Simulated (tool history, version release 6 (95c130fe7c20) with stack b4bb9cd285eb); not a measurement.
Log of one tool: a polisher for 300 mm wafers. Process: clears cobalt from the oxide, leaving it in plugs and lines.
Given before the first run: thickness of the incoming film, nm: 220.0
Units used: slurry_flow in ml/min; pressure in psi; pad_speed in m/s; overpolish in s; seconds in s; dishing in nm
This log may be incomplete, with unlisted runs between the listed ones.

run	day	slurry_flow	pressure	pad_speed	overpolish	seconds	dishing
1	0.000	135	2.3	0.90	20	43.081	54.820
2	0.238	135	2.4	0.90	18	40.203	54.706
3	0.450	135	2.4	0.92	16	39.736	51.003
4	0.617	135	2.4	0.92	22	39.814	58.937
5	0.979	125	2.5	0.94	20	37.556	57.034
6	1.350	100	2.5	0.94	20	39.472	57.186
7	1.567	100	2.5	0.94	20	39.610	55.525
8	1.771	95	2.6	0.94	18	38.222	54.631
9	1.867	95	2.6	0.94	18	38.682	53.961
10	1.962	95	2.6	0.94	18	38.936	52.765
11	2.325	95	2.8	0.94	16	36.542	52.492
# day 2.646: slurry nozzle cleaned
12	2.646	95	2.9	0.94	14	31.881	52.679
13	2.729	95	3.0	0.92	13	31.894	50.623
14	2.904	100	3.1	0.88	12	31.278	48.168
15	3.079	115	3.2	0.82	11	32.402	46.385

Run 16, settings as shown, results not yet in. Your forecast:
16	3.333	130	3.3	0.80	10	?	?

{"run 16": {"seconds": 30.935, "dishing": 42.822}}
